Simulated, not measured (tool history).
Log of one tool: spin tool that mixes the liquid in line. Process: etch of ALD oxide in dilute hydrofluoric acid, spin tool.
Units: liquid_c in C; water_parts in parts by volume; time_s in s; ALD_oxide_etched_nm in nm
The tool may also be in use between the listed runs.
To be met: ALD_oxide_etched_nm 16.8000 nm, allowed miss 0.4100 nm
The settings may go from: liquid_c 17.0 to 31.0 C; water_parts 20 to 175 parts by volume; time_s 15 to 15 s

| run | hour | liquid_c | water_parts | time_s | ALD_oxide_etched_nm |
|---|---|---|---|---|---|
| 1 | 0.0 | 23.0 | 95 | 15 | 3.5968 |
| 2 | 7.0 | 25.0 | 95 | 15 | 3.8451 |
| 3 | 13.7 | 27.0 | 70 | 15 | 5.7947 |
| 4 | 17.0 | 27.0 | 70 | 15 | 5.8399 |
| 5 | 22.4 | 27.0 | 70 | 15 | 5.8975 |
| 6 | 28.9 | 24.5 | 70 | 15 | 5.3702 |
| 7 | 31.9 | 26.5 | 55 | 15 | 7.4698 |
| 8 | 39.8 | 28.0 | 45 | 15 | 9.8628 |
| 9 | 43.1 | 31.0 | 20 | 15 | 26.0600 |
| 10 | 47.2 | 30.0 | 20 | 15 | 25.1080 |

Which of these 4 next moves meets every target?
| A | 51.3 | 28.5 | 30 | 15 | ? |
| B | 51.3 | 28.0 | 25 | 15 | ? |
| C | 51.3 | 24.5 | 25 | 15 | ? |
| D | 51.3 | 30.5 | 30 | 15 | ? |

| move | ALD_oxide_etched_nm |
|---|---|
| A | 15.5550 |
| B | 18.4300 |
| C | 15.9470 |
| D | 16.8570 |
A: takes the result that was furthest off past its target
B: nearer than the last run, and not there yet
C: takes the result that was furthest off past its target
D: meets every target
Move D is the one to make.

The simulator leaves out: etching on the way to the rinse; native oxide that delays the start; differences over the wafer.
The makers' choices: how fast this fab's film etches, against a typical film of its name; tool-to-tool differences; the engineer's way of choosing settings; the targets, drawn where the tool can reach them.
